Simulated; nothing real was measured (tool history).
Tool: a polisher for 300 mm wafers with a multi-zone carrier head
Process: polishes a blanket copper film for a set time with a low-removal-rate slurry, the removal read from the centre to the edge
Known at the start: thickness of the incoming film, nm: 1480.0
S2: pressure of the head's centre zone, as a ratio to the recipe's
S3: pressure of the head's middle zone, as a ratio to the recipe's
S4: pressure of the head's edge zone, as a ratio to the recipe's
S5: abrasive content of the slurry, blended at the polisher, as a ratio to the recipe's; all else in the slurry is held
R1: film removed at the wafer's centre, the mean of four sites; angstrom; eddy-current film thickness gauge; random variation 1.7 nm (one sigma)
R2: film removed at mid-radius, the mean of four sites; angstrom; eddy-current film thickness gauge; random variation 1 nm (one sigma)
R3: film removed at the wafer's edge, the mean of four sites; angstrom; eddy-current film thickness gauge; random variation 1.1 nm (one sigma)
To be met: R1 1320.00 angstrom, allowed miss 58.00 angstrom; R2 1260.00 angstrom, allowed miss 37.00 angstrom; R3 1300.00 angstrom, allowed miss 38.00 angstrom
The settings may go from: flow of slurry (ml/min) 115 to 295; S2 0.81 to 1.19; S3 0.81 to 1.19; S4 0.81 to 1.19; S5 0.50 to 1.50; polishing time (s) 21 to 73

Run 1, day 0.000: flow of slurry (ml/min) 190, S2 1.00, S3 1.00, S4 1.00, S5 1.00, polishing time (s) 47. Result: R1 977.33 angstrom, R2 987.65 angstrom, R3 1042.90 angstrom.
Run 2, day 0.129: flow of slurry (ml/min) 200, S2 1.02, S3 1.02, S4 1.03, S5 1.10, polishing time (s) 47. Result: R1 1034.40 angstrom, R2 1048.00 angstrom, R3 1072.20 angstrom.
Run 3, day 0.375: flow of slurry (ml/min) 200, S2 1.02, S3 1.02, S4 1.03, S5 1.10, polishing time (s) 43. Result: R1 948.92 angstrom, R2 949.55 angstrom, R3 994.73 angstrom.
Run 4, day 0.488: flow of slurry (ml/min) 205, S2 1.03, S3 1.02, S4 1.05, S5 1.20, polishing time (s) 44. Result: R1 1012.90 angstrom, R2 1004.00 angstrom, R3 1019.70 angstrom.
Run 5, day 0.638: flow of slurry (ml/min) 205, S2 1.03, S3 1.02, S4 1.05, S5 1.35, polishing time (s) 44. Result: R1 1038.90 angstrom, R2 1011.80 angstrom, R3 1043.30 angstrom.
Run 6, day 0.754: flow of slurry (ml/min) 205, S2 1.03, S3 0.94, S4 1.05, S5 1.35, polishing time (s) 44. Result: R1 1043.60 angstrom, R2 968.41 angstrom, R3 1040.00 angstrom.
Run 7, day 1.025: flow of slurry (ml/min) 205, S2 1.03, S3 0.95, S4 1.06, S5 1.40, polishing time (s) 45. Result: R1 1035.90 angstrom, R2 1006.60 angstrom, R3 1082.90 angstrom.
Run 8, day 1.104: flow of slurry (ml/min) 210, S2 1.04, S3 0.96, S4 1.07, S5 1.40, polishing time (s) 46. Result: R1 1098.70 angstrom, R2 1027.00 angstrom, R3 1101.80 angstrom.
Run 9, day 1.383: flow of slurry (ml/min) 215, S2 1.04, S3 0.97, S4 1.08, S5 1.40, polishing time (s) 47. Result: R1 1149.40 angstrom, R2 1054.60 angstrom, R3 1159.20 angstrom.
Run 10, day 1.421: flow of slurry (ml/min) 225, S2 1.04, S3 1.00, S4 1.09, S5 1.40, polishing time (s) 47. Result: R1 1144.10 angstrom, R2 1089.80 angstrom, R3 1164.60 angstrom.
Run 11, day 1.646: flow of slurry (ml/min) 230, S2 1.05, S3 1.02, S4 1.10, S5 1.40, polishing time (s) 47. Result: R1 1165.50 angstrom, R2 1102.60 angstrom, R3 1169.20 angstrom.
Run 12, day 1.925: flow of slurry (ml/min) 235, S2 1.05, S3 1.04, S4 1.11, S5 1.40, polishing time (s) 47. Result: R1 1178.30 angstrom, R2 1138.90 angstrom, R3 1192.00 angstrom.
At day 2.058: slurry nozzle cleaned.
Run 13, day 2.058: flow of slurry (ml/min) 240, S2 1.06, S3 1.05, S4 1.12, S5 1.40, polishing time (s) 47. Result: R1 1303.10 angstrom, R2 1227.70 angstrom, R3 1266.60 angstrom.
Run 14, day 2.125: flow of slurry (ml/min) 245, S2 1.05, S3 1.06, S4 1.13, S5 1.40, polishing time (s) 47. Result: R1 1269.40 angstrom, R2 1218.40 angstrom, R3 1256.30 angstrom.

5 next moves are on the table. One of them brings every result within its allowed miss. Which?
Run A, day 2.192: flow of slurry (ml/min) 245, S2 1.11, S3 1.05, S4 1.13, S5 1.45, polishing time (s) 44. Result: R1 ?, R2 ?, R3 ?.
Run B, day 2.192: flow of slurry (ml/min) 210, S2 1.04, S3 0.98, S4 1.13, S5 1.45, polishing time (s) 48. Result: R1 ?, R2 ?, R3 ?.
Run C, day 2.192: flow of slurry (ml/min) 265, S2 1.09, S3 0.94, S4 1.10, S5 1.30, polishing time (s) 48. Result: R1 ?, R2 ?, R3 ?.
Run D, day 2.192: flow of slurry (ml/min) 275, S2 1.04, S3 1.01, S4 1.10, S5 1.50, polishing time (s) 48. Result: R1 ?, R2 ?, R3 ?.
Run E, day 2.192: flow of slurry (ml/min) 250, S2 1.11, S3 1.14, S4 1.08, S5 1.40, polishing time (s) 47. Result: R1 ?, R2 ?, R3 ?.

move       R1       R2       R3
   A  1266.40  1149.00  1184.80
   B  1263.50  1183.00  1273.30
   C  1348.00  1173.40  1264.60
   D  1319.80  1250.70  1295.10
   E  1349.90  1281.70  1231.80
A: further off than the last run
B: brings the result that was furthest off to its target, and leaves another outside
C: brings the result that was furthest off to its target, and leaves another outside
D: meets every target
E: further off than the last run
Answer: D

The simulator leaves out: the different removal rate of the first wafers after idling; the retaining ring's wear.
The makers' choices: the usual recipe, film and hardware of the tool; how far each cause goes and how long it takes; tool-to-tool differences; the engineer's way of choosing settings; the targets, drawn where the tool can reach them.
